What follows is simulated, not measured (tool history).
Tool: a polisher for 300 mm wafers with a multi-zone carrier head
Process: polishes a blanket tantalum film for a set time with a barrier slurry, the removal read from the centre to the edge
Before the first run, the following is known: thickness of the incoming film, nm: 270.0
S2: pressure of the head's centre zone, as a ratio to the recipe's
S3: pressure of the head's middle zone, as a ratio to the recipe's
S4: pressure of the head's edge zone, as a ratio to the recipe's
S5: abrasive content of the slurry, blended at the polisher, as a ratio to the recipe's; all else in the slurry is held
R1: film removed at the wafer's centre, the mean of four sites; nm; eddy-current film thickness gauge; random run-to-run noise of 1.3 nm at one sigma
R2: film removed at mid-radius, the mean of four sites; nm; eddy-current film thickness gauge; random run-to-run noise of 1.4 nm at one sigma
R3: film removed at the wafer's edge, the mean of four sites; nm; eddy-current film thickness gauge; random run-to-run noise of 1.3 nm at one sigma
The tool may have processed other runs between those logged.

Run 1, hour 0.0: flow of slurry (ml/min) 145, S2 1.00, S3 1.00, S4 1.00, S5 1.00, polishing time (s) 44. Result: R1 81.268 nm, R2 81.895 nm, R3 81.864 nm.
Run 2, hour 2.6: flow of slurry (ml/min) 150, S2 1.02, S3 1.00, S4 1.03, S5 1.10, polishing time (s) 44. Result: R1 85.221 nm, R2 84.856 nm, R3 83.935 nm.
Run 3, hour 9.7: flow of slurry (ml/min) 150, S2 1.02, S3 1.00, S4 1.06, S5 1.10, polishing time (s) 44. Result: R1 86.662 nm, R2 86.047 nm, R3 84.345 nm.
Run 4, hour 13.5: flow of slurry (ml/min) 150, S2 1.02, S3 0.97, S4 1.06, S5 1.20, polishing time (s) 46. Result: R1 92.180 nm, R2 91.672 nm, R3 93.251 nm.
Run 5, hour 16.2: flow of slurry (ml/min) 155, S2 1.04, S3 0.95, S4 1.07, S5 1.25, polishing time (s) 46. Result: R1 94.685 nm, R2 90.034 nm, R3 93.066 nm.
Run 6, hour 20.3: flow of slurry (ml/min) 155, S2 1.04, S3 0.95, S4 1.12, S5 1.25, polishing time (s) 46. Result: R1 93.778 nm, R2 92.315 nm, R3 97.004 nm.
Run 7, hour 23.4: flow of slurry (ml/min) 160, S2 1.06, S3 0.95, S4 1.13, S5 1.30, polishing time (s) 46. Result: R1 99.542 nm, R2 91.964 nm, R3 98.999 nm.
Run 8, hour 28.5: flow of slurry (ml/min) 165, S2 1.07, S3 0.96, S4 1.14, S5 1.30, polishing time (s) 46. Result: R1 98.580 nm, R2 92.663 nm, R3 100.490 nm.
Run 9, hour 35.5: flow of slurry (ml/min) 170, S2 1.09, S3 0.97, S4 1.13, S5 1.35, polishing time (s) 46. Result: R1 101.620 nm, R2 95.414 nm, R3 100.180 nm.

What will run 10 give?
Run 10, hour 38.5: flow of slurry (ml/min) 175, S2 1.11, S3 0.97, S4 1.14, S5 1.40, polishing time (s) 46. Result: R1 ?, R2 ?, R3 ?.

R1: 104.220 nm
R2: 96.435 nm
R3: 99.489 nm
